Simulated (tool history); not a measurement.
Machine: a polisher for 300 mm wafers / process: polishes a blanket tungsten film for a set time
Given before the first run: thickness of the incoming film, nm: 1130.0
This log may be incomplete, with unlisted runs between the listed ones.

run,hour,flow of slurry (ml/min),pressure of the wafer on the pad (kPa),speed of the pad under the wafer (m/s),abrasive content of the slurry,polishing time (s),film removed (Å)
1,0.0,130,33.8,1.04,1.0,78,5540.2
2,2.0,130,33.8,1.20,1.0,78,6495.6
3,10.2,130,33.8,1.20,1.1,78,6536.3
4,15.4,130,28.3,1.20,1.1,78,5597.5
5,17.1,130,31.0,1.20,1.1,78,6042.3
6,19.6,145,31.0,1.20,1.1,78,6171.9
7,25.0,145,32.4,1.20,1.1,78,6333.8

Forecast run 8:
8,33.2,145,33.8,1.20,1.1,78,?

Run 8 gave film removed (Å) 6565.5.
